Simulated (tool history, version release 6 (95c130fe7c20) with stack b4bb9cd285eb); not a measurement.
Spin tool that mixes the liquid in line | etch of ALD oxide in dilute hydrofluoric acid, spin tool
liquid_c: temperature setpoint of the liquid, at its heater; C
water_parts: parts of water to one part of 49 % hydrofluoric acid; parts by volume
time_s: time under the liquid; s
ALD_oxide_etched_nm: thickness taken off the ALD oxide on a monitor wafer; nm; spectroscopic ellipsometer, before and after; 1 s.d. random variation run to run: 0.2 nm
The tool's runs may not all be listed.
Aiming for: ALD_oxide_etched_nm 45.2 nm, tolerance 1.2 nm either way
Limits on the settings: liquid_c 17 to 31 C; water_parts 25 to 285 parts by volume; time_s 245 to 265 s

run 1 hour=0 | liquid_c=23 water_parts=155 time_s=245 | ALD_oxide_etched_nm=27.957
run 2 hour=3.6 | liquid_c=23 water_parts=155 time_s=245 | ALD_oxide_etched_nm=28.237
run 3 hour=8.5 | liquid_c=23 water_parts=125 time_s=245 | ALD_oxide_etched_nm=36.019
run 4 hour=14.6 | liquid_c=26 water_parts=125 time_s=245 | ALD_oxide_etched_nm=40.457
run 5 hour=16 | liquid_c=26.5 water_parts=125 time_s=245 | ALD_oxide_etched_nm=41.259
run 6 hour=18.6 | liquid_c=27 water_parts=125 time_s=245 | ALD_oxide_etched_nm=41.88
run 7 hour=23.1 | liquid_c=27.5 water_parts=125 time_s=245 | ALD_oxide_etched_nm=42.732
run 8 hour=30.8 | liquid_c=28 water_parts=125 time_s=245 | ALD_oxide_etched_nm=43.641

Below are 4 possible settings for the next run. Only one of them brings all results inside the allowed miss of their targets. Which is it?
run A hour=38.5 | liquid_c=24.5 water_parts=110 time_s=265 | ALD_oxide_etched_nm=?
run B hour=38.5 | liquid_c=28 water_parts=125 time_s=255 | ALD_oxide_etched_nm=?
run C hour=38.5 | liquid_c=28.5 water_parts=130 time_s=245 | ALD_oxide_etched_nm=?
run D hour=38.5 | liquid_c=30.5 water_parts=125 time_s=245 | ALD_oxide_etched_nm=?

move=A ALD_oxide_etched_nm=47.528
move=B ALD_oxide_etched_nm=45.156
move=C ALD_oxide_etched_nm=42.225
move=D ALD_oxide_etched_nm=47.586
A: the result that was furthest off in the last run now lies on the other side of its target
B: all results land within tolerance of their targets
C: misses by more than the last run did
D: the result that was furthest off in the last run now lies on the other side of its target
The right move is B.

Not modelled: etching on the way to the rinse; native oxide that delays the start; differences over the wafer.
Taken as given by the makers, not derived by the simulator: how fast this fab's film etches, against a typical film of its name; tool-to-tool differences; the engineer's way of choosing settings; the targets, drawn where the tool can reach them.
